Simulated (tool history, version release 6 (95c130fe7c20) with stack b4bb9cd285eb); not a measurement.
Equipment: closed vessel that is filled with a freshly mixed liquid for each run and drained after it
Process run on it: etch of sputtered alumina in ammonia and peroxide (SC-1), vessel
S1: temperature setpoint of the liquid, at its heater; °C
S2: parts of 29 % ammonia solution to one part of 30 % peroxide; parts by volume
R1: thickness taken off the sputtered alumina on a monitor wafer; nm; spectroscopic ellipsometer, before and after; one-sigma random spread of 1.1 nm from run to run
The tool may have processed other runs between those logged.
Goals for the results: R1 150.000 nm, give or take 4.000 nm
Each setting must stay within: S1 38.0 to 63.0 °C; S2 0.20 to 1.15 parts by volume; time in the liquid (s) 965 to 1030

Run 1, hour 0.0: S1 47.0 °C, S2 0.65 parts by volume, time in the liquid (s) 965. Result: R1 70.940 nm.
Run 2, hour 3.3: S1 47.0 °C, S2 0.80 parts by volume, time in the liquid (s) 965. Result: R1 73.535 nm.
Run 3, hour 9.8: S1 47.0 °C, S2 0.80 parts by volume, time in the liquid (s) 965. Result: R1 74.064 nm.
Run 4, hour 18.1: S1 47.0 °C, S2 0.65 parts by volume, time in the liquid (s) 965. Result: R1 72.164 nm.
Run 5, hour 24.4: S1 51.5 °C, S2 0.65 parts by volume, time in the liquid (s) 965. Result: R1 91.186 nm.
Run 6, hour 33.9: S1 53.5 °C, S2 0.65 parts by volume, time in the liquid (s) 965. Result: R1 101.240 nm.
Run 7, hour 35.2: S1 55.0 °C, S2 0.65 parts by volume, time in the liquid (s) 965. Result: R1 109.730 nm.
Run 8, hour 37.0: S1 56.5 °C, S2 0.65 parts by volume, time in the liquid (s) 965. Result: R1 120.430 nm.
Run 9, hour 44.2: S1 57.5 °C, S2 0.65 parts by volume, time in the liquid (s) 965. Result: R1 126.490 nm.
Run 10, hour 49.0: S1 58.0 °C, S2 0.65 parts by volume, time in the liquid (s) 965. Result: R1 129.930 nm.
Run 11, hour 56.0: S1 58.5 °C, S2 0.65 parts by volume, time in the liquid (s) 965. Result: R1 134.390 nm.

Next run, 4 choices. One meets every target within its allowed miss, the rest don't. Which?
Run A, hour 63.0: S1 58.0 °C, S2 0.70 parts by volume, time in the liquid (s) 1030. Result: R1 ?.
Run B, hour 63.0: S1 59.5 °C, S2 0.60 parts by volume, time in the liquid (s) 1030. Result: R1 ?.
Run C, hour 63.0: S1 58.5 °C, S2 0.50 parts by volume, time in the liquid (s) 1025. Result: R1 ?.
Run D, hour 63.0: S1 58.0 °C, S2 0.75 parts by volume, time in the liquid (s) 1010. Result: R1 ?.

move       R1
   A  140.470
   B  149.620
   C  138.980
   D  138.650
A: gains on the last run, yet a result remains outside its allowed miss
B: all results in spec
C: gains on the last run, yet a result remains outside its allowed miss
D: gains on the last run, yet a result remains outside its allowed miss
The right move is B.

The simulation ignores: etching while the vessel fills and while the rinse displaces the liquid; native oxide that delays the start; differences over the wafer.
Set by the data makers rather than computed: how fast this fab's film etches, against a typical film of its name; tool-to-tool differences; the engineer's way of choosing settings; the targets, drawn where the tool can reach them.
